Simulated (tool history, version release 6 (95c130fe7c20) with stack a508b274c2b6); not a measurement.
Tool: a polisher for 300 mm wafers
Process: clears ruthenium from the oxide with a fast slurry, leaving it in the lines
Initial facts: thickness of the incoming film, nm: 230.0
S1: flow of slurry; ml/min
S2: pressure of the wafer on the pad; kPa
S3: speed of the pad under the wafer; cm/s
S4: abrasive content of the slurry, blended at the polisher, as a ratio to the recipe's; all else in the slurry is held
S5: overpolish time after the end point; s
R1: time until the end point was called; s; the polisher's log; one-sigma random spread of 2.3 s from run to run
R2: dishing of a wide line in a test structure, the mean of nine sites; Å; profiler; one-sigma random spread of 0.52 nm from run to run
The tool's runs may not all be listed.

{"run": 1, "hour": 0.0, "S1": 280, "S2": 11.7, "S3": 116, "S4": 1, "S5": 28, "R1": 73.215, "R2": 479.25}
{"run": 2, "hour": 1.8, "S1": 280, "S2": 11.7, "S3": 116, "S4": 1.1, "S5": 28, "R1": 70.865, "R2": 493.02}
{"run": 3, "hour": 6.6, "S1": 280, "S2": 9.7, "S3": 108, "S4": 1.1, "S5": 29, "R1": 92.318, "R2": 422.54}
{"run": 4, "hour": 7.8, "S1": 280, "S2": 9.7, "S3": 108, "S4": 1.1, "S5": 37, "R1": 91.561, "R2": 487.16}
{"run": 5, "hour": 13.2, "S1": 280, "S2": 8.3, "S3": 104, "S4": 1.1, "S5": 36, "R1": 106.48, "R2": 441.62}
{"run": 6, "hour": 20.3, "S1": 280, "S2": 8.3, "S3": 116, "S4": 1.1, "S5": 36, "R1": 97.058, "R2": 458.24}

Run 7 is up next; what results do you expect?
{"run": 7, "hour": 26.6, "S1": 275, "S2": 5.5, "S3": 88, "S4": 1.05, "S5": 31, "R1": "?", "R2": "?"}

Run 7 gave R1 186.03 s, R2 261.04 Å.
